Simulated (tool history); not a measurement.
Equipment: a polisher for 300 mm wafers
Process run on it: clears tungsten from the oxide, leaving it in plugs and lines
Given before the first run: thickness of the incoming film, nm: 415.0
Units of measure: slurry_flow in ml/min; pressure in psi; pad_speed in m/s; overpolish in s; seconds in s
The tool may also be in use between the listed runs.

run	hour	slurry_flow	pressure	pad_speed	slurry_solids	overpolish	seconds
1	0.0	205	3.1	1.36	1.0	4	92.173
2	2.1	205	3.0	1.36	1.0	4	95.280
3	2.9	205	3.6	1.36	1.0	4	80.352
4	8.6	205	3.6	1.06	1.0	4	102.430
5	14.2	205	4.4	1.06	1.0	4	83.315
6	22.5	205	4.4	0.72	1.0	4	121.830
7	28.7	215	4.5	0.72	1.0	4	119.400

What will run 8 give?
8	30.8	215	4.5	0.72	1.0	4	?

{"run 8": {"seconds": 117.01}}
